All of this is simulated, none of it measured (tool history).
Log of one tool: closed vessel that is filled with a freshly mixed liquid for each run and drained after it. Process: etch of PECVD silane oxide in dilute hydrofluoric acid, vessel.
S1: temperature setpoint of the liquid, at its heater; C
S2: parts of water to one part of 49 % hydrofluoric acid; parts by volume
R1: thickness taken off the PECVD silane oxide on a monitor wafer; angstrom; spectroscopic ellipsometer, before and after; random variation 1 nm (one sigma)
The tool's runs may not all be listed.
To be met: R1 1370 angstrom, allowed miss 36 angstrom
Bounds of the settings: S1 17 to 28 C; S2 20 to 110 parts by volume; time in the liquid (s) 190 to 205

{"run": 1, "hour": 0.0, "S1": 20, "S2": 60, "time in the liquid (s)": 190, "R1": 751.42}
{"run": 2, "hour": 4.2, "S1": 20, "S2": 50, "time in the liquid (s)": 190, "R1": 896.5}
{"run": 3, "hour": 10.0, "S1": 23.5, "S2": 50, "time in the liquid (s)": 190, "R1": 1049.6}
{"run": 4, "hour": 12.9, "S1": 24, "S2": 50, "time in the liquid (s)": 190, "R1": 1078.1}
{"run": 5, "hour": 18.8, "S1": 27.5, "S2": 50, "time in the liquid (s)": 190, "R1": 1231.8}
{"run": 6, "hour": 26.7, "S1": 26, "S2": 50, "time in the liquid (s)": 190, "R1": 1161.8}
{"run": 7, "hour": 27.7, "S1": 26.5, "S2": 50, "time in the liquid (s)": 190, "R1": 1208.1}
{"run": 8, "hour": 36.8, "S1": 27.5, "S2": 50, "time in the liquid (s)": 190, "R1": 1255.6}
{"run": 9, "hour": 42.4, "S1": 28, "S2": 50, "time in the liquid (s)": 190, "R1": 1263.9}
{"run": 10, "hour": 46.6, "S1": 28, "S2": 45, "time in the liquid (s)": 190, "R1": 1448.8}

5 next moves are on the table. One of them brings every result within its allowed miss. Which?
{"run": "A", "hour": 50.8, "S1": 22, "S2": 40, "time in the liquid (s)": 205, "R1": "?"}
{"run": "B", "hour": 50.8, "S1": 28, "S2": 50, "time in the liquid (s)": 195, "R1": "?"}
{"run": "C", "hour": 50.8, "S1": 26, "S2": 45, "time in the liquid (s)": 190, "R1": "?"}
{"run": "D", "hour": 50.8, "S1": 28, "S2": 50, "time in the liquid (s)": 190, "R1": "?"}
{"run": "E", "hour": 50.8, "S1": 25, "S2": 45, "time in the liquid (s)": 190, "R1": "?"}

move=A R1=1353.7
move=B R1=1299.5
move=C R1=1307.3
move=D R1=1266.2
move=E R1=1255
A: meets every target
B: takes the result that was furthest off past its target
C: takes the result that was furthest off past its target
D: takes the result that was furthest off past its target
E: takes the result that was furthest off past its target
Answer: A
